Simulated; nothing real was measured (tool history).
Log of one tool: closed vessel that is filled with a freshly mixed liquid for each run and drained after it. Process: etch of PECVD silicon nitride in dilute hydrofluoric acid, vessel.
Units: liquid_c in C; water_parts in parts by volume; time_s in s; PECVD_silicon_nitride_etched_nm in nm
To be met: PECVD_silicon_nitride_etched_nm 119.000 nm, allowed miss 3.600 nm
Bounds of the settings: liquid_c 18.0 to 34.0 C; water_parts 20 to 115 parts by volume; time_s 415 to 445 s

run,hour,liquid_c,water_parts,time_s,PECVD_silicon_nitride_etched_nm
1,0.0,26.0,65,415,42.315
2,2.2,26.0,80,415,35.230
3,6.1,26.0,90,415,31.390
4,8.1,26.0,70,415,39.576
5,17.2,24.0,70,415,34.690
6,23.6,26.0,60,415,46.154
7,30.6,30.0,35,420,102.900
8,39.3,30.5,35,420,106.540
9,41.2,31.0,35,420,108.250
10,47.6,33.0,35,420,125.670

5 next moves are on the table. One of them brings every result within its allowed miss. Which?
A,54.0,32.5,35,415,?
B,54.0,33.5,40,415,?
C,54.0,32.5,35,445,?
D,54.0,33.0,40,425,?
E,54.0,31.5,30,415,?

move,PECVD_silicon_nitride_etched_nm
A,120.880
B,112.930
C,129.610
D,112.040
E,131.820
A: meets every target
B: takes the result that was furthest off past its target
C: further off than the last run
D: takes the result that was furthest off past its target
E: further off than the last run
The right move is A.
